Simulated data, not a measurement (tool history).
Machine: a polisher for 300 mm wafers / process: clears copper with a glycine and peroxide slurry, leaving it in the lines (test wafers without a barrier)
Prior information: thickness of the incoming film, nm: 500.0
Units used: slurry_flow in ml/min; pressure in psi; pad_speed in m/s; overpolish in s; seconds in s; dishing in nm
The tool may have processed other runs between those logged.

run 1 day=0 | slurry_flow=225 pressure=1.8 pad_speed=0.76 overpolish=12 | seconds=167.41 dishing=27.436
run 2 day=0.179 | slurry_flow=270 pressure=1.8 pad_speed=0.76 overpolish=12 | seconds=164.46 dishing=26.956
run 3 day=0.433 | slurry_flow=270 pressure=1.8 pad_speed=0.76 overpolish=9 | seconds=162.46 dishing=21.078
run 4 day=0.533 | slurry_flow=285 pressure=1.7 pad_speed=0.78 overpolish=8 | seconds=165.98 dishing=18.71
run 5 day=0.771 | slurry_flow=285 pressure=1.7 pad_speed=0.78 overpolish=10 | seconds=164.79 dishing=22.214
run 6 day=0.996 | slurry_flow=285 pressure=1.7 pad_speed=0.64 overpolish=10 | seconds=186.71 dishing=20.28
run 7 day=1.267 | slurry_flow=295 pressure=1.5 pad_speed=0.72 overpolish=9 | seconds=185.35 dishing=18.439

Run 8 is up next; what results do you expect?
run 8 day=1.562 | slurry_flow=305 pressure=1.4 pad_speed=0.78 overpolish=8 | seconds=? dishing=?

seconds: 181.63 s
dishing: 17.139 nm
